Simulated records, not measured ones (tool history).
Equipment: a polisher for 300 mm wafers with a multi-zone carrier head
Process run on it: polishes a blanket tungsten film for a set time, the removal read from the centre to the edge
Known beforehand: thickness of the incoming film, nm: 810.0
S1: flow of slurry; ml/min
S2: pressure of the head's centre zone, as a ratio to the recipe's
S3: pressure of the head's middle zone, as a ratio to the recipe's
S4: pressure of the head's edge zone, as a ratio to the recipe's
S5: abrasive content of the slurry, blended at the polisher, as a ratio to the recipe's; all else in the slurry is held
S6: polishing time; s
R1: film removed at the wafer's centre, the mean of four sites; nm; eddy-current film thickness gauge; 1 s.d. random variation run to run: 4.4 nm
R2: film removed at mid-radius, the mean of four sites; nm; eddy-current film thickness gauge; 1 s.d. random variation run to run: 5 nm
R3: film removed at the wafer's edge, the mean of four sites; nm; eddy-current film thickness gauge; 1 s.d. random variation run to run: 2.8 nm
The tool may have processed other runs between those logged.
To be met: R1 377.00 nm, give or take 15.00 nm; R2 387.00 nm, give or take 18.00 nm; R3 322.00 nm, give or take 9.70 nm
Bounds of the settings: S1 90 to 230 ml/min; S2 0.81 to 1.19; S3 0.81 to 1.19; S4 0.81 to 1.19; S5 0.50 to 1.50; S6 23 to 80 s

Run 1, hour 0.0: S1 150 ml/min, S2 1.00, S3 1.00, S4 1.00, S5 1.00, S6 51 s. Result: R1 211.21 nm, R2 211.91 nm, R3 207.30 nm.
Run 2, hour 5.5: S1 165 ml/min, S2 1.03, S3 1.05, S4 1.01, S5 1.15, S6 54 s. Result: R1 237.98 nm, R2 239.72 nm, R3 227.92 nm.
Run 3, hour 6.5: S1 165 ml/min, S2 0.97, S3 1.05, S4 1.01, S5 1.15, S6 54 s. Result: R1 223.21 nm, R2 241.79 nm, R3 228.07 nm.
Run 4, hour 8.2: S1 165 ml/min, S2 0.97, S3 1.05, S4 1.01, S5 1.15, S6 49 s. Result: R1 208.56 nm, R2 220.56 nm, R3 207.24 nm.
Run 5, hour 16.0: S1 175 ml/min, S2 1.01, S3 1.08, S4 0.99, S5 1.25, S6 54 s. Result: R1 243.44 nm, R2 258.24 nm, R3 233.04 nm.
Run 6, hour 22.6: S1 210 ml/min, S2 1.01, S3 1.08, S4 0.99, S5 1.25, S6 54 s. Result: R1 253.27 nm, R2 263.80 nm, R3 241.47 nm.
Run 7, hour 30.4: S1 210 ml/min, S2 1.04, S3 1.10, S4 0.98, S5 1.30, S6 57 s. Result: R1 267.73 nm, R2 280.74 nm, R3 250.19 nm.
Run 8, hour 38.9: S1 215 ml/min, S2 1.07, S3 1.12, S4 0.97, S5 1.35, S6 61 s. Result: R1 306.69 nm, R2 306.81 nm, R3 272.24 nm.

Below are 5 possible settings for the next run. Only one of them brings all results inside the allowed miss of their targets. Which is it?
Run A, hour 47.4: S1 210 ml/min, S2 1.08, S3 1.18, S4 0.89, S5 1.20, S6 52 s. Result: R1 ?, R2 ?, R3 ?.
Run B, hour 47.4: S1 215 ml/min, S2 0.97, S3 1.19, S4 0.84, S5 1.50, S6 77 s. Result: R1 ?, R2 ?, R3 ?.
Run C, hour 47.4: S1 230 ml/min, S2 1.18, S3 1.15, S4 1.02, S5 1.45, S6 76 s. Result: R1 ?, R2 ?, R3 ?.
Run D, hour 47.4: S1 230 ml/min, S2 1.19, S3 0.81, S4 1.08, S5 1.30, S6 66 s. Result: R1 ?, R2 ?, R3 ?.
Run E, hour 47.4: S1 195 ml/min, S2 1.12, S3 1.19, S4 0.96, S5 1.20, S6 75 s. Result: R1 ?, R2 ?, R3 ?.

move      R1      R2      R3
   A  254.00  273.63  212.06
   B  365.86  432.98  324.08
   C  423.66  414.33  349.48
   D  359.68  260.90  305.19
   E  373.35  393.61  314.48
A: moves away from the targets compared with the last run
B: the worst result of the last run now meets its target, but another is out of spec
C: carries the result that was furthest off beyond its target, to the other side
D: moves away from the targets compared with the last run
E: each result inside its tolerance
Go with E: it meets all targets.
